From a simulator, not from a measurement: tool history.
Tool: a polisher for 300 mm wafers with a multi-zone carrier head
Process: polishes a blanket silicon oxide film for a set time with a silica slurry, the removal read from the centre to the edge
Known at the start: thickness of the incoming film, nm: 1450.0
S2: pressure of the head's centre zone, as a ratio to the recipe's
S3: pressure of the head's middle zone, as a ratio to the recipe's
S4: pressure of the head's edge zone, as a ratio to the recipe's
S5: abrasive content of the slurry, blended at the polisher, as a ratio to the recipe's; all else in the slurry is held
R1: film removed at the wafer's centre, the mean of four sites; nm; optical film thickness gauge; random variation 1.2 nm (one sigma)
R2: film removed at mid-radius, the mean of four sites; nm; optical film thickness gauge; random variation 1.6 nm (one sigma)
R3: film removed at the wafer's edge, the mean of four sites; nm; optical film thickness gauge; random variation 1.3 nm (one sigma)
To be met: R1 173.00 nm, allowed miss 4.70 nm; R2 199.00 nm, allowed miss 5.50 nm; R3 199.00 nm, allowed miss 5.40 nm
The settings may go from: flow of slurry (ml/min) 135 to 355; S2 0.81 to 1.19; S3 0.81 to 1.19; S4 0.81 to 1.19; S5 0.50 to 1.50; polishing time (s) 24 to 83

{"run": 1, "day": 0.0, "flow of slurry (ml/min)": 225, "S2": 1.0, "S3": 1.0, "S4": 1.0, "S5": 1.0, "polishing time (s)": 53, "R1": 197.36, "R2": 196.91, "R3": 197.65}
{"run": 2, "day": 0.375, "flow of slurry (ml/min)": 215, "S2": 0.98, "S3": 1.01, "S4": 1.01, "S5": 1.0, "polishing time (s)": 53, "R1": 188.81, "R2": 201.39, "R3": 196.21}
{"run": 3, "day": 0.567, "flow of slurry (ml/min)": 215, "S2": 0.98, "S3": 1.01, "S4": 0.97, "S5": 1.0, "polishing time (s)": 53, "R1": 187.82, "R2": 195.79, "R3": 194.84}
{"run": 4, "day": 0.938, "flow of slurry (ml/min)": 270, "S2": 0.98, "S3": 1.01, "S4": 0.97, "S5": 1.0, "polishing time (s)": 53, "R1": 196.17, "R2": 203.86, "R3": 198.55}
{"run": 5, "day": 1.275, "flow of slurry (ml/min)": 270, "S2": 0.98, "S3": 1.01, "S4": 0.97, "S5": 1.0, "polishing time (s)": 62, "R1": 230.76, "R2": 239.34, "R3": 232.69}
{"run": 6, "day": 1.321, "flow of slurry (ml/min)": 215, "S2": 0.98, "S3": 1.01, "S4": 0.97, "S5": 1.0, "polishing time (s)": 62, "R1": 218.71, "R2": 236.06, "R3": 227.16}
{"run": 7, "day": 1.612, "flow of slurry (ml/min)": 205, "S2": 0.96, "S3": 0.99, "S4": 0.94, "S5": 0.95, "polishing time (s)": 62, "R1": 210.72, "R2": 216.94, "R3": 217.07}
{"run": 8, "day": 1.829, "flow of slurry (ml/min)": 195, "S2": 0.93, "S3": 0.99, "S4": 0.92, "S5": 0.95, "polishing time (s)": 62, "R1": 200.7, "R2": 216.49, "R3": 214.93}
{"run": 9, "day": 1.875, "flow of slurry (ml/min)": 190, "S2": 0.91, "S3": 0.99, "S4": 0.9, "S5": 0.95, "polishing time (s)": 62, "R1": 197.06, "R2": 220.39, "R3": 214.27}
{"run": 10, "day": 1.938, "flow of slurry (ml/min)": 160, "S2": 0.83, "S3": 0.9, "S4": 0.84, "S5": 0.8, "polishing time (s)": 62, "R1": 159.52, "R2": 180.3, "R3": 186.39}
{"run": 11, "day": 2.242, "flow of slurry (ml/min)": 180, "S2": 0.83, "S3": 0.91, "S4": 0.85, "S5": 0.8, "polishing time (s)": 62, "R1": 165.17, "R2": 187.1, "R3": 189.24}
{"run": 12, "day": 2.388, "flow of slurry (ml/min)": 190, "S2": 0.83, "S3": 0.91, "S4": 0.86, "S5": 0.8, "polishing time (s)": 62, "R1": 163.98, "R2": 188.56, "R3": 191.98}
{"run": 13, "day": 2.654, "flow of slurry (ml/min)": 190, "S2": 0.83, "S3": 0.91, "S4": 0.86, "S5": 0.8, "polishing time (s)": 62, "R1": 165.38, "R2": 187.03, "R3": 192.54}
{"run": 14, "day": 2.842, "flow of slurry (ml/min)": 200, "S2": 0.83, "S3": 0.92, "S4": 0.86, "S5": 0.8, "polishing time (s)": 62, "R1": 167.3, "R2": 194.32, "R3": 194.66}
{"run": 15, "day": 3.008, "flow of slurry (ml/min)": 205, "S2": 0.83, "S3": 0.92, "S4": 0.86, "S5": 0.8, "polishing time (s)": 62, "R1": 165.58, "R2": 190.06, "R3": 192.81}

Which of these 4 next moves meets every target?
{"run": "A", "day": 3.175, "flow of slurry (ml/min)": 220, "S2": 0.87, "S3": 0.92, "S4": 0.84, "S5": 0.7, "polishing time (s)": 68, "R1": "?", "R2": "?", "R3": "?"}
{"run": "B", "day": 3.175, "flow of slurry (ml/min)": 230, "S2": 0.86, "S3": 0.97, "S4": 0.95, "S5": 0.95, "polishing time (s)": 56, "R1": "?", "R2": "?", "R3": "?"}
{"run": "C", "day": 3.175, "flow of slurry (ml/min)": 180, "S2": 0.86, "S3": 0.96, "S4": 0.81, "S5": 0.7, "polishing time (s)": 67, "R1": "?", "R2": "?", "R3": "?"}
{"run": "D", "day": 3.175, "flow of slurry (ml/min)": 200, "S2": 0.85, "S3": 0.95, "S4": 0.83, "S5": 0.75, "polishing time (s)": 63, "R1": "?", "R2": "?", "R3": "?"}

move=A R1=179.86 R2=203.20 R3=197.77
move=B R1=170.58 R2=203.56 R3=199.51
move=C R1=168.88 R2=200.73 R3=187.20
move=D R1=165.78 R2=197.25 R3=186.58
A: brings the result that was furthest off to its target, and leaves another outside
B: meets every target
C: brings the result that was furthest off to its target, and leaves another outside
D: brings the result that was furthest off to its target, and leaves another outside
The right move is B.
